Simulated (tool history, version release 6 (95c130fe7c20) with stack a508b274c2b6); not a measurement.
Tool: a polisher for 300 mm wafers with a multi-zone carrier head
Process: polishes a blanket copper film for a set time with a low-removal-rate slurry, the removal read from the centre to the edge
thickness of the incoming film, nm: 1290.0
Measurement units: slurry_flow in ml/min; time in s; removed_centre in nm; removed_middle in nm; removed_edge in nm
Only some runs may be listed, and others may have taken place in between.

run 1 day=0 | slurry_flow=250 centre_zone=1 middle_zone=1 edge_zone=1 slurry_solids=1 time=89 | removed_centre=395.88 removed_middle=387.83 removed_edge=379.25
run 2 day=0.292 | slurry_flow=250 centre_zone=1 middle_zone=1 edge_zone=1 slurry_solids=1 time=108 | removed_centre=474.55 removed_middle=469.63 removed_edge=465.09
run 3 day=0.392 | slurry_flow=250 centre_zone=0.96 middle_zone=1 edge_zone=1 slurry_solids=1 time=108 | removed_centre=457.94 removed_middle=462.51 removed_edge=464.39
run 4 day=0.562 | slurry_flow=255 centre_zone=0.99 middle_zone=1 edge_zone=1.02 slurry_solids=1.05 time=109 | removed_centre=477.1 removed_middle=483.99 removed_edge=473.27
run 5 day=0.883 | slurry_flow=255 centre_zone=1.01 middle_zone=0.98 edge_zone=1.02 slurry_solids=1.1 time=111 | removed_centre=512.6 removed_middle=483.57 removed_edge=495.37
run 6 day=1.083 | slurry_flow=255 centre_zone=1.01 middle_zone=0.98 edge_zone=1.02 slurry_solids=0.9 time=111 | removed_centre=472.3 removed_middle=465.2 removed_edge=473.06

Predict the results of run 7:
run 7 day=1.338 | slurry_flow=255 centre_zone=1.03 middle_zone=0.98 edge_zone=1.03 slurry_solids=0.95 time=112 | removed_centre=? removed_middle=? removed_edge=?

Run 7 measured removed_centre 514.97 nm, removed_middle 459.75 nm, removed_edge 475.58 nm.
